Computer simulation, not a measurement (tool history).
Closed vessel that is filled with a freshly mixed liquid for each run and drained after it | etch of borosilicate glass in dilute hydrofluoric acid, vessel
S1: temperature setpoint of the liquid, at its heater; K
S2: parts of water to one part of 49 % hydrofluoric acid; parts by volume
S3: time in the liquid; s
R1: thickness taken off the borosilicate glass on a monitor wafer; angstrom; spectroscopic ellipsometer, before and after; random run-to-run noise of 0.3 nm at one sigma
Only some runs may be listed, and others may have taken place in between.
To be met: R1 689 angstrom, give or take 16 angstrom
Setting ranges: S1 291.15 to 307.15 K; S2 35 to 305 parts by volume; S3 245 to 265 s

run	day	S1	S2	S3	R1
1	0	299.15	170	245	479.32
2	0.358	301.65	170	245	523.28
3	0.475	301.65	195	245	441.88
4	0.562	302.65	185	245	487.83
5	0.783	302.65	185	265	527.3
6	1.029	302.65	130	265	801.8
7	1.3	301.65	130	265	776.36
8	1.633	301.15	130	265	760.53
9	1.8	300.65	130	265	748.16
10	2.012	300.15	130	265	732.74
11	2.342	299.65	130	265	728.84
12	2.708	299.15	130	265	705.61

Of the 5 settings listed for the next run, only one would bring every result within its allowed miss of target. Which one?
A	3.075	299.15	120	250	?
B	3.075	298.65	130	245	?
C	3.075	301.65	140	265	?
D	3.075	298.15	120	245	?
E	3.075	295.65	115	265	?

move	R1
A	734.16
B	643.57
C	714.37
D	692.31
E	712.65
A: misses by more than the last run did
B: takes the result that was furthest off past its target
C: misses by more than the last run did
D: all results land within tolerance of their targets
E: misses by more than the last run did
The move that meets every target is D.

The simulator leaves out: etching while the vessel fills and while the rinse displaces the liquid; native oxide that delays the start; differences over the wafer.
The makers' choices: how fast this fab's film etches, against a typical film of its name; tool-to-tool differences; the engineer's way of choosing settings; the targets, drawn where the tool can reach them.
